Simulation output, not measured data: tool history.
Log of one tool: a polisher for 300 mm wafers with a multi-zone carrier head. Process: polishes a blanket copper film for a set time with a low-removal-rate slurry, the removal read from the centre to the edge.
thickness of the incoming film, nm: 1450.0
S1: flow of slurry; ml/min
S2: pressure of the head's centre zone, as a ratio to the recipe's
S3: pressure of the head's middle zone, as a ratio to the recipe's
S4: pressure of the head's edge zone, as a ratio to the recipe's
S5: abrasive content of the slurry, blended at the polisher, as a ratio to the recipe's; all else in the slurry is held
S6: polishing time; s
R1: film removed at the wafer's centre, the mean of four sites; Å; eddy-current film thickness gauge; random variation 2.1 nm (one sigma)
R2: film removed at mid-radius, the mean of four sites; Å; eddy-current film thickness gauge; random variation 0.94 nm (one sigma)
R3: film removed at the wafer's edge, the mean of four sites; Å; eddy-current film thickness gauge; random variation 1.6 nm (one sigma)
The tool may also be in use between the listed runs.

run 1 hour=0 | S1=315 S2=1 S3=1 S4=1 S5=1 S6=33 | R1=865.43 R2=890.46 R3=921.18
run 2 hour=3.2 | S1=320 S2=1.03 S3=1.02 S4=1.01 S5=1.1 S6=34 | R1=959.62 R2=951.24 R3=967.71
run 3 hour=4.3 | S1=325 S2=1.04 S3=1.04 S4=1.03 S5=1.2 S6=35 | R1=1022.7 R2=1018.8 R3=1017
run 4 hour=13.1 | S1=325 S2=1.04 S3=1.04 S4=0.96 S5=1.2 S6=35 | R1=983.36 R2=1006.8 R3=981.34
run 5 hour=18.3 | S1=325 S2=1.04 S3=1.04 S4=0.96 S5=1.1 S6=35 | R1=1020.1 R2=1005.5 R3=968.03
run 6 hour=24.4 | S1=375 S2=1.04 S3=1.04 S4=0.96 S5=1.1 S6=35 | R1=993.89 R2=1009.6 R3=1001

Run 7 comes next. What will it give?
run 7 hour=28.5 | S1=385 S2=1.06 S3=1.06 S4=0.98 S5=1.15 S6=36 | R1=? R2=? R3=?

Run 7 gave R1 1071.6 Å, R2 1083.8 Å, R3 1031.6 Å.
